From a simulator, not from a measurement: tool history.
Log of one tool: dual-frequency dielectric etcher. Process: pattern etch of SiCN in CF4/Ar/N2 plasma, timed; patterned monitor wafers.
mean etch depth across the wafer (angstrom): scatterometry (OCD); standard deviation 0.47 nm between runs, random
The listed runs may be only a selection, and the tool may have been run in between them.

| run | hour | source power (W) | bias power (W) | Ar flow (sccm) | CF4 flow (sccm) | etch time (s) | mean etch depth across the wafer (angstrom) |
|---|---|---|---|---|---|---|---|
| 1 | 0 | 420 | 75 | 126 | 65 | 188 | 1552 |
| 2 | 2 | 420 | 75 | 126 | 72 | 188 | 1577.8 |
| 3 | 10.6 | 420 | 81 | 126 | 72 | 188 | 1631.9 |
| 4 | 19.5 | 390 | 81 | 126 | 72 | 188 | 1506.4 |
| 5 | 27.5 | 390 | 81 | 118 | 72 | 188 | 1530.3 |
| 6 | 29.5 | 360 | 81 | 118 | 72 | 188 | 1407.5 |
| 7 | 36.2 | 280 | 80 | 118 | 72 | 188 | 1074.6 |

What will run 8 give?
| 8 | 43.1 | 290 | 80 | 118 | 72 | 188 | ? |

mean etch depth across the wafer (angstrom): 1117.2

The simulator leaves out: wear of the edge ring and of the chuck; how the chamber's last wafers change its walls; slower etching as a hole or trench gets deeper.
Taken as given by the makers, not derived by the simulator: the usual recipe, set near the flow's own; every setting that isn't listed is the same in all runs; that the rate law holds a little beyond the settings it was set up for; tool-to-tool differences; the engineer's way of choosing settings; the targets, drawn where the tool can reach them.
